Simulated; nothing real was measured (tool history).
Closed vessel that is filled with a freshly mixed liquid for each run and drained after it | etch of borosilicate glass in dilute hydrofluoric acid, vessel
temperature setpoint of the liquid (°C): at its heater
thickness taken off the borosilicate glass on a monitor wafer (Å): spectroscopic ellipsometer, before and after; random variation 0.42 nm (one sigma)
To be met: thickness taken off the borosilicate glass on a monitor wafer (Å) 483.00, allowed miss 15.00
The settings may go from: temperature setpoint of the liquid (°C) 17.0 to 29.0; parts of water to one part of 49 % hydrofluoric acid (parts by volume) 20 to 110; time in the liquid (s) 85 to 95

| run | hour | temperature setpoint of the liquid (°C) | parts of water to one part of 49 % hydrofluoric acid (parts by volume) | time in the liquid (s) | thickness taken off the borosilicate glass on a monitor wafer (Å) |
|---|---|---|---|---|---|
| 1 | 0.0 | 21.0 | 60 | 85 | 420.66 |
| 2 | 4.9 | 21.0 | 40 | 85 | 646.31 |
| 3 | 12.8 | 21.0 | 20 | 85 | 1319.70 |
| 4 | 17.3 | 19.5 | 20 | 85 | 1246.90 |
| 5 | 20.0 | 19.5 | 20 | 95 | 1387.40 |
| 6 | 22.0 | 19.5 | 20 | 95 | 1393.10 |
| 7 | 29.4 | 19.5 | 25 | 95 | 1116.90 |
| 8 | 32.7 | 19.0 | 30 | 95 | 899.51 |
| 9 | 33.4 | 17.0 | 55 | 95 | 432.26 |
| 10 | 38.3 | 18.0 | 55 | 95 | 455.03 |

4 next moves are on the table. One of them brings every result within its allowed miss. Which?
| A | 43.2 | 18.0 | 50 | 90 | ? |
| B | 43.2 | 17.0 | 55 | 95 | ? |
| C | 43.2 | 18.0 | 50 | 95 | ? |
| D | 43.2 | 18.5 | 55 | 90 | ? |

| move | thickness taken off the borosilicate glass on a monitor wafer (Å) |
|---|---|
| A | 477.60 |
| B | 436.44 |
| C | 504.13 |
| D | 441.08 |
A: meets every target
B: further off than the last run
C: takes the result that was furthest off past its target
D: further off than the last run
Answer: A
